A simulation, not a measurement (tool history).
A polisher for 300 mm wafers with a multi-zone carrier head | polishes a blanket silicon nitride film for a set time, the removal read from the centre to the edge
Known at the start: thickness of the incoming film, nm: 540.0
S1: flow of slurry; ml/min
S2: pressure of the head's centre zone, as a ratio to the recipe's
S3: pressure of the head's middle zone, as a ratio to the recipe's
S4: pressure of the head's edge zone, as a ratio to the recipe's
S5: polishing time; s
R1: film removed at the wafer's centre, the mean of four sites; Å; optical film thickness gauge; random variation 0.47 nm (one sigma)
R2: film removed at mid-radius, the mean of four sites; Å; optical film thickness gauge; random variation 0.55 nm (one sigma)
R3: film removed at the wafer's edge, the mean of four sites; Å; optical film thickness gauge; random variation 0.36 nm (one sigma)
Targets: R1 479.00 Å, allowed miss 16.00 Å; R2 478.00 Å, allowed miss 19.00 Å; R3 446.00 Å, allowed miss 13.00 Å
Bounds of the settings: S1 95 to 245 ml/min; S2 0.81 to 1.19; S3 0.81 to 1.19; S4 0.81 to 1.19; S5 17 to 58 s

run	day	S1	S2	S3	S4	S5	R1	R2	R3
1	0.000	155	1.00	1.00	1.00	37	733.49	744.13	732.15
2	0.058	155	1.03	1.00	1.00	37	756.76	746.39	741.65
3	0.117	155	1.02	0.99	0.96	33	670.36	641.96	656.86
4	0.250	125	1.02	0.99	0.96	33	640.86	643.96	634.39
5	0.333	120	1.03	1.00	0.93	30	575.18	563.70	566.22
6	0.446	105	1.03	1.00	0.93	30	561.19	557.20	551.23
7	0.546	105	1.04	1.02	0.91	29	536.59	542.73	531.12
8	0.608	105	1.06	1.04	0.89	28	531.30	533.20	507.58
9	0.675	105	1.05	1.03	0.83	24	451.74	449.00	430.45

Which of these 4 next moves meets every target?
A	0.742	95	1.12	0.98	0.97	24	?	?	?
B	0.742	160	1.06	0.94	0.81	22	?	?	?
C	0.742	135	1.04	1.04	0.83	24	?	?	?
D	0.742	110	1.12	1.10	0.81	25	?	?	?

move	R1	R2	R3
A	471.94	417.84	434.72
B	472.08	419.26	416.46
C	486.59	481.56	445.32
D	516.48	500.75	445.41
A: brings the result that was furthest off to its target, and leaves another outside
B: brings the result that was furthest off to its target, and leaves another outside
C: meets every target
D: takes the result that was furthest off past its target
Move C is the one to make.
